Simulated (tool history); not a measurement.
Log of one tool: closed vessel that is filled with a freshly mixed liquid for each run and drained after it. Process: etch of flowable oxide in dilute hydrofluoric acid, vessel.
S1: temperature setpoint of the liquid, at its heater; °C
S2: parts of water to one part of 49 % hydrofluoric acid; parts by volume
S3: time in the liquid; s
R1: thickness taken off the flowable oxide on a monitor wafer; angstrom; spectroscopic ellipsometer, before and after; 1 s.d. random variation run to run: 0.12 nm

| run | hour | S1 | S2 | S3 | R1 |
|---|---|---|---|---|---|
| 1 | 0.0 | 21.0 | 105 | 30 | 58.004 |
| 2 | 7.3 | 21.0 | 85 | 30 | 74.707 |
| 3 | 9.1 | 22.5 | 80 | 30 | 84.529 |
| 4 | 17.6 | 24.5 | 80 | 30 | 90.971 |
| 5 | 20.0 | 25.5 | 75 | 30 | 99.702 |
| 6 | 21.0 | 26.0 | 70 | 30 | 113.040 |

Predict the results of run 7:
| 7 | 28.9 | 26.5 | 70 | 30 | ? |

Run 7 yielded R1 113.870 angstrom.
